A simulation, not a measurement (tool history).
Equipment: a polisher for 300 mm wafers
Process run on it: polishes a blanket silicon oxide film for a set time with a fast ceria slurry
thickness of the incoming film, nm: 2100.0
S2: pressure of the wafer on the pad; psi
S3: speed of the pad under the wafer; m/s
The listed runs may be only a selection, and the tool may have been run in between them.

{"run": 1, "day": 0.0, "flow of slurry (ml/min)": 310, "S2": 3.4, "S3": 1.22, "polishing time (s)": 46, "film removed (Å)": 11509}
{"run": 2, "day": 0.192, "flow of slurry (ml/min)": 310, "S2": 2.8, "S3": 1.22, "polishing time (s)": 46, "film removed (Å)": 9535.2}
{"run": 3, "day": 0.275, "flow of slurry (ml/min)": 310, "S2": 2.7, "S3": 1.22, "polishing time (s)": 46, "film removed (Å)": 9297.2}
{"run": 4, "day": 0.304, "flow of slurry (ml/min)": 310, "S2": 2.7, "S3": 1.22, "polishing time (s)": 49, "film removed (Å)": 9922.4}
{"run": 5, "day": 0.654, "flow of slurry (ml/min)": 310, "S2": 2.2, "S3": 1.22, "polishing time (s)": 49, "film removed (Å)": 8288.6}
{"run": 6, "day": 0.962, "flow of slurry (ml/min)": 310, "S2": 2.2, "S3": 1.22, "polishing time (s)": 49, "film removed (Å)": 8254.6}

What does the tool deliver on the next run?
{"run": 7, "day": 1.188, "flow of slurry (ml/min)": 310, "S2": 1.9, "S3": 1.22, "polishing time (s)": 49, "film removed (Å)": "?"}

{"run 7": {"film removed (Å)": 7306.6}}

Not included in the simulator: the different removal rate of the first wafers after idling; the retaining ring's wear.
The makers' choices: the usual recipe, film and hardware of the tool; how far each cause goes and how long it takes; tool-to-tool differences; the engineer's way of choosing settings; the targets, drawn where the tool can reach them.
